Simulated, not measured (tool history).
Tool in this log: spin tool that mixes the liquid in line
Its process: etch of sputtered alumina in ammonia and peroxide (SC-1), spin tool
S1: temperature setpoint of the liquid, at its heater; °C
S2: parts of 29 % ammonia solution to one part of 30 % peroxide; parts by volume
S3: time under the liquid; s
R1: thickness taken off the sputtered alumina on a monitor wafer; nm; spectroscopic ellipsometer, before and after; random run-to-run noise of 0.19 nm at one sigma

run,hour,S1,S2,S3,R1
1,0.0,61.0,0.9,295,15.629
2,6.2,62.5,0.9,295,16.887
3,12.3,62.5,0.9,315,17.967
4,18.4,62.5,0.9,295,16.943
5,25.5,63.5,0.9,295,17.587
6,29.3,63.5,1.2,295,18.209

What will run 7 give?
7,33.6,64.0,1.2,295,?

Logged for run 7: R1 19.038 nm.
